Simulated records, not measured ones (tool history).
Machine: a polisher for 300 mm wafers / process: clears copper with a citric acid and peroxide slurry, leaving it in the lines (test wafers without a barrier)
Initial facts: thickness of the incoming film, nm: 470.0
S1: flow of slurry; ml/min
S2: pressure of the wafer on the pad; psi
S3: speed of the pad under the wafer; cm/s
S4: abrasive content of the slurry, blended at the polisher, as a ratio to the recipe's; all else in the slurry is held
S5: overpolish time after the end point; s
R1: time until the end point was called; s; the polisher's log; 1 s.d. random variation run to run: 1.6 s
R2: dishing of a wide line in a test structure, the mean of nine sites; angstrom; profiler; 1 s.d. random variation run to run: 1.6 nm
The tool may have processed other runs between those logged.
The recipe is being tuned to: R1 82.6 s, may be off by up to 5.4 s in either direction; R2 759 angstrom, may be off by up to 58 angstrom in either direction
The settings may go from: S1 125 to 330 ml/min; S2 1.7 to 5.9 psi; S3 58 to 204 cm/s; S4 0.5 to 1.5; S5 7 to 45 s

{"run": 1, "hour": 0.0, "S1": 210, "S2": 3.8, "S3": 130, "S4": 1, "S5": 23, "R1": 103.35, "R2": 603.77}
{"run": 2, "hour": 5.6, "S1": 210, "S2": 4, "S3": 130, "S4": 1, "S5": 23, "R1": 101.15, "R2": 587.32}
{"run": 3, "hour": 10.1, "S1": 210, "S2": 4, "S3": 142, "S4": 1, "S5": 23, "R1": 94.051, "R2": 619.63}
{"run": 4, "hour": 15.1, "S1": 160, "S2": 4, "S3": 142, "S4": 1, "S5": 23, "R1": 98.466, "R2": 599.21}
{"run": 5, "hour": 20.0, "S1": 165, "S2": 4.1, "S3": 142, "S4": 1, "S5": 24, "R1": 95.232, "R2": 645.21}
{"run": 6, "hour": 23.0, "S1": 170, "S2": 4.2, "S3": 142, "S4": 1, "S5": 24, "R1": 93.27, "R2": 683.9}
{"run": 7, "hour": 28.2, "S1": 175, "S2": 4.3, "S3": 142, "S4": 1, "S5": 24, "R1": 88.291, "R2": 684.47}
{"run": 8, "hour": 36.5, "S1": 180, "S2": 4.4, "S3": 142, "S4": 1, "S5": 25, "R1": 90.467, "R2": 689.89}

Below are 5 possible settings for the next run. Only one of them brings all results inside the allowed miss of their targets. Which is it?
{"run": "A", "hour": 44.8, "S1": 165, "S2": 4.1, "S3": 142, "S4": 0.95, "S5": 28, "R1": "?", "R2": "?"}
{"run": "B", "hour": 44.8, "S1": 205, "S2": 4.4, "S3": 148, "S4": 0.95, "S5": 26, "R1": "?", "R2": "?"}
{"run": "C", "hour": 44.8, "S1": 155, "S2": 4.9, "S3": 138, "S4": 1.05, "S5": 19, "R1": "?", "R2": "?"}
{"run": "D", "hour": 44.8, "S1": 170, "S2": 4.3, "S3": 132, "S4": 1, "S5": 22, "R1": "?", "R2": "?"}
{"run": "E", "hour": 44.8, "S1": 145, "S2": 3.6, "S3": 154, "S4": 1.15, "S5": 22, "R1": "?", "R2": "?"}

move=A R1=96.322 R2=738.75
move=B R1=84.482 R2=775.66
move=C R1=84.997 R2=604.79
move=D R1=97.923 R2=603.23
move=E R1=96.601 R2=603.67
A: the biggest miss grows against the last run
B: meets every target
C: brings the result that was furthest off to its target, and leaves another outside
D: the biggest miss grows against the last run
E: the biggest miss grows against the last run
Correct choice: B, which meets every target

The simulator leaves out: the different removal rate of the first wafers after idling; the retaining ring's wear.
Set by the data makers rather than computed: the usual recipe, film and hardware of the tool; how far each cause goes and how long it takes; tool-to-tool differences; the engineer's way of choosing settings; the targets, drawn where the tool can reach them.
